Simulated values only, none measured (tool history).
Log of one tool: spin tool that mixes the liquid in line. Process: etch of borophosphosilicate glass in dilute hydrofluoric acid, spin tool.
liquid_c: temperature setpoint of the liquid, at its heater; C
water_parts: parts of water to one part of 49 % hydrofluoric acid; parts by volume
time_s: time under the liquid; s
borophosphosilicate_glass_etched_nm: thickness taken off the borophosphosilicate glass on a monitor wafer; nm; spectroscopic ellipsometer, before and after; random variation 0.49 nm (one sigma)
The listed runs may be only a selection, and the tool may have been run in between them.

run,hour,liquid_c,water_parts,time_s,borophosphosilicate_glass_etched_nm
1,0.0,26.0,65,40,32.481
2,3.4,22.5,65,40,28.467
3,9.5,24.0,65,40,30.536
4,15.6,21.0,65,40,26.682
5,21.1,22.5,65,40,28.590
6,23.8,22.5,65,40,28.543

What does the tool deliver on the next run?
7,25.6,24.0,65,40,?

{"run 7": {"borophosphosilicate_glass_etched_nm": 30.056}}
